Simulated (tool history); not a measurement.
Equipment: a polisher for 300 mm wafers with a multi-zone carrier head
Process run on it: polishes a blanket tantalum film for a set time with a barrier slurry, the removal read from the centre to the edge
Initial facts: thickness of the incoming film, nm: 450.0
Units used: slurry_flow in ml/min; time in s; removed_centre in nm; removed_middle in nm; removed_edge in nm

| run | hour | slurry_flow | centre_zone | middle_zone | edge_zone | slurry_solids | time | removed_centre | removed_middle | removed_edge |
|---|---|---|---|---|---|---|---|---|---|---|
| 1 | 0 | 260 | 1 | 1 | 1 | 1 | 82 | 111.5 | 117.29 | 111.13 |
| 2 | 4.5 | 260 | 1 | 1.08 | 1 | 1 | 82 | 112.64 | 122.69 | 109.88 |
| 3 | 6.8 | 260 | 1 | 1.08 | 0.96 | 1 | 82 | 112.33 | 123.08 | 110.13 |
| 4 | 9.4 | 260 | 1 | 1.08 | 0.96 | 1 | 98 | 135.1 | 146.69 | 129.26 |
| 5 | 16.2 | 310 | 1 | 1.08 | 0.96 | 1 | 98 | 138.1 | 149.58 | 129.95 |
| 6 | 18.8 | 295 | 0.98 | 1.06 | 0.99 | 1.1 | 98 | 137.16 | 148.53 | 134.41 |

Forecast run 7:
| 7 | 26.5 | 280 | 0.96 | 1.06 | 1.01 | 1.2 | 98 | ? | ? | ? |

{"run 7": {"removed_centre": 135.38, "removed_middle": 152.74, "removed_edge": 137.5}}
